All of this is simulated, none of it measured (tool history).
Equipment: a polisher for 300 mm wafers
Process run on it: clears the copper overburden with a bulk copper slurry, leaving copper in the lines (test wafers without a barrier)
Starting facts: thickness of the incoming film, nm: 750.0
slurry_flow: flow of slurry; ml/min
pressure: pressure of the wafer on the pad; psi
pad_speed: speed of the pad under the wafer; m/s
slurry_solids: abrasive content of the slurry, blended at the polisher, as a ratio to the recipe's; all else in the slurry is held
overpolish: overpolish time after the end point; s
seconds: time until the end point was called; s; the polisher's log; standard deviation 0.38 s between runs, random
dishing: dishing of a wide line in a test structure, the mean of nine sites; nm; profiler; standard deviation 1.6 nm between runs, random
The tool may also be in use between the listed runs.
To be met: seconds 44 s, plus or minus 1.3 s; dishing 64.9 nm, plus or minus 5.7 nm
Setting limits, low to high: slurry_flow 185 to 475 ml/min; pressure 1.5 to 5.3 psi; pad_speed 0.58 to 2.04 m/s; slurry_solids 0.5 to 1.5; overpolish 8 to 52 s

run	hour	slurry_flow	pressure	pad_speed	slurry_solids	overpolish	seconds	dishing
1	0	305	3.4	1.3	1	26	64.405	92.25
2	2.1	305	3.4	1.34	1	24	61.893	92.389
3	7.5	310	3.4	1.38	1	22	59.891	94.737
4	14.5	295	3.5	1.38	1.05	20	58.103	90.462
5	21.6	295	3.5	1.38	1.05	30	58.173	98.565
6	27.5	265	3.5	1.38	1.05	30	58.638	99.548
7	30	290	3.5	1.4	1.1	27	56.22	98.498
8	35.9	275	3.6	1.4	1.1	25	54.804	97.204
9	40.9	265	3.6	1.42	1.15	23	54.371	92.554
10	42.3	255	3.7	1.42	1.2	21	53.883	96.68
11	44.7	260	3.7	1.48	1.1	19	51.397	89.719
12	53.6	250	3.8	1.5	1	18	51.201	93.244
13	60.7	240	3.7	1.54	1.05	17	51.036	88.684
14	64.5	235	3.7	1.6	1	16	49.344	85.742

Exactly one of the 4 candidate moves below puts every result within its allowed miss. Which one?
A	68.3	185	3.9	2	0.85	8	?	?
B	68.3	220	3.7	1.84	1.05	8	?	?
C	68.3	310	4	1.56	1.25	13	?	?
D	68.3	280	3.8	1.74	1	10	?	?

move	seconds	dishing
A	41.808	67.646
B	43.862	65.391
C	43.518	85.59
D	44.212	74.227
A: moves the result that the last run missed by most past its target, out the other side
B: hits every target within its allowed miss
C: brings the result that was furthest off to its target, and leaves another outside
D: brings the result that was furthest off to its target, and leaves another outside
Correct choice: B, which meets every target
